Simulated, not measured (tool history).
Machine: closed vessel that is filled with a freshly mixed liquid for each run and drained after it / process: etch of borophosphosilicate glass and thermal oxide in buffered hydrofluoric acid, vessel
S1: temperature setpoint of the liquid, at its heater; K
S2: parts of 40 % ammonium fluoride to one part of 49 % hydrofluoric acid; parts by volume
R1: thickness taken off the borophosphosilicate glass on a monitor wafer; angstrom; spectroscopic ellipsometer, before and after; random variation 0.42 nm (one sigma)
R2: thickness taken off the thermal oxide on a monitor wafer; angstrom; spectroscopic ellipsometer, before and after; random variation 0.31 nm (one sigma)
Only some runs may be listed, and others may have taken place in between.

Run 1, hour 0.0: S1 294.15 K, S2 11.5 parts by volume, time in the liquid (s) 60. Result: R1 627.03 angstrom, R2 500.06 angstrom.
Run 2, hour 4.0: S1 294.15 K, S2 14.0 parts by volume, time in the liquid (s) 60. Result: R1 514.85 angstrom, R2 412.84 angstrom.
Run 3, hour 5.8: S1 294.15 K, S2 11.0 parts by volume, time in the liquid (s) 60. Result: R1 660.53 angstrom, R2 518.52 angstrom.
Run 4, hour 10.3: S1 296.15 K, S2 11.0 parts by volume, time in the liquid (s) 60. Result: R1 731.61 angstrom, R2 577.91 angstrom.
Run 5, hour 11.5: S1 295.15 K, S2 11.0 parts by volume, time in the liquid (s) 60. Result: R1 695.65 angstrom, R2 544.52 angstrom.
Run 6, hour 17.3: S1 294.15 K, S2 11.0 parts by volume, time in the liquid (s) 60. Result: R1 650.51 angstrom, R2 516.37 angstrom.
Run 7, hour 21.9: S1 293.65 K, S2 11.0 parts by volume, time in the liquid (s) 60. Result: R1 635.08 angstrom, R2 511.29 angstrom.
Run 8, hour 30.3: S1 293.15 K, S2 11.0 parts by volume, time in the liquid (s) 60. Result: R1 625.67 angstrom, R2 484.55 angstrom.
Run 9, hour 31.7: S1 292.65 K, S2 11.0 parts by volume, time in the liquid (s) 60. Result: R1 603.83 angstrom, R2 478.70 angstrom.
Run 10, hour 39.4: S1 292.15 K, S2 11.0 parts by volume, time in the liquid (s) 60. Result: R1 588.10 angstrom, R2 468.42 angstrom.

Run 11, settings as shown, results not yet in. Your forecast:
Run 11, hour 46.2: S1 291.65 K, S2 11.0 parts by volume, time in the liquid (s) 60. Result: R1 ?, R2 ?.

Run 11 measured R1 577.33 angstrom, R2 456.35 angstrom.
